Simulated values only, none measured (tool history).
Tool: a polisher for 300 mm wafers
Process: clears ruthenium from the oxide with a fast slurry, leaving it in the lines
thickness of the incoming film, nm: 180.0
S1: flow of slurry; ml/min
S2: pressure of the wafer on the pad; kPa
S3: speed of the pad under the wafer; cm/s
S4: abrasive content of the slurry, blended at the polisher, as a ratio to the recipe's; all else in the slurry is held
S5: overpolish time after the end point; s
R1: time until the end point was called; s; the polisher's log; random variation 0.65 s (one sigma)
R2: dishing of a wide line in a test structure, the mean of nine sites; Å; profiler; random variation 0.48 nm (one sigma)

run	hour	S1	S2	S3	S4	S5	R1	R2
1	0.0	305	15.9	104	1.0	13	54.161	355.49
2	1.0	305	16.5	104	1.0	12	52.312	348.19
3	5.6	305	17.2	104	1.0	11	52.465	335.68
4	10.2	305	17.2	104	1.0	16	51.215	453.96
5	15.8	305	17.9	106	1.0	14	48.230	424.08
6	22.1	265	17.9	106	1.0	14	48.095	422.09

The next listed run, before its measurement:
7	28.7	265	18.6	106	1.0	13	?	?

Run 7 gave R1 45.494 s, R2 410.65 Å.
